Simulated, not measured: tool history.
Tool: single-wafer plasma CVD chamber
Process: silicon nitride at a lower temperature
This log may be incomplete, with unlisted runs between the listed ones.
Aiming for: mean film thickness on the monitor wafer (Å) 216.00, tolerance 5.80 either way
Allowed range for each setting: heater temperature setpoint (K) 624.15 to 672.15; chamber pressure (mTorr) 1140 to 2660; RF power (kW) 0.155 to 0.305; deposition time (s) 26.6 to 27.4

| run | hour | heater temperature setpoint (K) | chamber pressure (mTorr) | RF power (kW) | deposition time (s) | mean film thickness on the monitor wafer (Å) |
|---|---|---|---|---|---|---|
| 1 | 0.0 | 648.15 | 1900 | 0.230 | 26.6 | 259.26 |
| 2 | 5.0 | 648.15 | 1820 | 0.225 | 26.6 | 252.94 |
| 3 | 8.8 | 648.15 | 1750 | 0.220 | 26.6 | 246.73 |
| 4 | 14.5 | 639.15 | 1750 | 0.220 | 26.6 | 248.43 |
| 5 | 23.1 | 639.15 | 1690 | 0.215 | 26.6 | 242.33 |
| 6 | 29.4 | 639.15 | 1540 | 0.215 | 26.6 | 236.89 |
| 7 | 30.9 | 639.15 | 1490 | 0.210 | 26.6 | 231.33 |
| 8 | 32.8 | 639.15 | 1240 | 0.195 | 26.6 | 209.70 |
| 9 | 37.6 | 639.15 | 1260 | 0.195 | 26.6 | 210.05 |

5 next moves are on the table. One of them brings every result within its allowed miss. Which?
| A | 42.4 | 639.15 | 1180 | 0.200 | 27.2 | ? |
| B | 42.4 | 653.15 | 1200 | 0.190 | 26.6 | ? |
| C | 42.4 | 630.15 | 1140 | 0.185 | 26.6 | ? |
| D | 42.4 | 639.15 | 1250 | 0.190 | 26.6 | ? |
| E | 42.4 | 642.15 | 1280 | 0.185 | 26.6 | ? |

| move | mean film thickness on the monitor wafer (Å) |
|---|---|
| A | 215.22 |
| B | 203.09 |
| C | 198.69 |
| D | 206.50 |
| E | 203.89 |
A: all results land within tolerance of their targets
B: further off than the last run
C: further off than the last run
D: further off than the last run
E: further off than the last run
So the answer is move A, the one that meets all the targets.

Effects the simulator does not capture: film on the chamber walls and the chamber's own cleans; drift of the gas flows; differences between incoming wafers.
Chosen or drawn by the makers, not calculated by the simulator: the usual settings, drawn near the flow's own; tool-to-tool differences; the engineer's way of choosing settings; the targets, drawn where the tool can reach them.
